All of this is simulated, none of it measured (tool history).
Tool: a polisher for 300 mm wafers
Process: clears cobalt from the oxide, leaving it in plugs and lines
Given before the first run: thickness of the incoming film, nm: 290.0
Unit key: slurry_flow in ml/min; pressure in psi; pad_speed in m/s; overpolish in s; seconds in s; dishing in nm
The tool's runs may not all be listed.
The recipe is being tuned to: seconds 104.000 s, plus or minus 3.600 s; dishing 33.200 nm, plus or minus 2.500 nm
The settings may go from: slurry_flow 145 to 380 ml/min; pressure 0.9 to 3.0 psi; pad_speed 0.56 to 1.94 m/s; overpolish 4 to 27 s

run  hour  slurry_flow  pressure  pad_speed  overpolish  seconds  dishing
  1   0.0          245       1.9       1.24          14   51.605   44.249
  2   8.2          305       1.9       1.24          14   50.354   41.737
  3  14.0          305       1.9       1.24          12   50.533   38.574
  4  15.3          335       1.9       1.24          12   49.907   39.044
  5  18.9          330       1.6       1.16          14   61.143   39.015
  6  24.0          325       1.4       1.10          14   72.095   35.131
  7  30.7          320       1.3       1.06          15   81.320   34.059
  8  38.0          310       1.2       1.06          16   85.241   32.268
  9  40.0          315       0.9       0.98          22  118.580   33.770
 10  41.5          315       0.9       0.98          21  118.640   31.969

Below are 5 possible settings for the next run. Only one of them brings all results inside the allowed miss of their targets. Which is it?
  A  43.0          365       1.1       0.84          25        ?        ?
  B  43.0          290       0.9       1.20          19        ?        ?
  C  43.0          365       1.2       0.62          19        ?        ?
  D  43.0          205       1.2       0.60          24        ?        ?
  E  43.0          310       1.0       1.18          15        ?        ?

move  seconds  dishing
   A  103.690   37.536
   B  104.250   31.333
   C  110.780   30.059
   D  118.690   33.627
   E   94.806   28.342
A: gets the furthest-off result to its target, but another result is out of tolerance
B: every result lands within tolerance
C: an improvement on the last run, though not all results are within tolerance
D: about as far from the targets as the last run
E: carries the result that was furthest off beyond its target, to the other side
B is the move that brings every result within its allowed miss.
